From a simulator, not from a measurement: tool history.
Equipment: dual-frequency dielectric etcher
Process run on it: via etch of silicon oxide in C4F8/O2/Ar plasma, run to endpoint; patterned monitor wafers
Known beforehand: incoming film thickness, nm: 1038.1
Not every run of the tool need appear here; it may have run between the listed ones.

Run 1, hour 0: source power (kW) 1.44, bias power (kW) 2.466. Result: endpoint time (s) 231.49.
Run 2, hour 5.6: source power (kW) 1.63, bias power (kW) 2.466. Result: endpoint time (s) 218.35.
Run 3, hour 9.5: source power (kW) 1.84, bias power (kW) 2.466. Result: endpoint time (s) 208.18.
Run 4, hour 15.2: source power (kW) 1.84, bias power (kW) 2.869. Result: endpoint time (s) 200.69.
Run 5, hour 18.2: source power (kW) 1.84, bias power (kW) 3.096. Result: endpoint time (s) 194.62.
Run 6, hour 23.4: source power (kW) 1.84, bias power (kW) 2.902. Result: endpoint time (s) 202.49.
Run 7, hour 25.6: source power (kW) 1.7, bias power (kW) 2.755. Result: endpoint time (s) 209.55.
Run 8, hour 33.4: source power (kW) 1.59, bias power (kW) 2.644. Result: endpoint time (s) 217.91.
Run 9, hour 38.1: source power (kW) 1.49, bias power (kW) 2.559. Result: endpoint time (s) 222.43.

Run 10 is up next; what results do you expect?
Run 10, hour 43.8: source power (kW) 1.41, bias power (kW) 2.447. Result: endpoint time (s) ?.

Logged for run 10: endpoint time (s) 235.37.
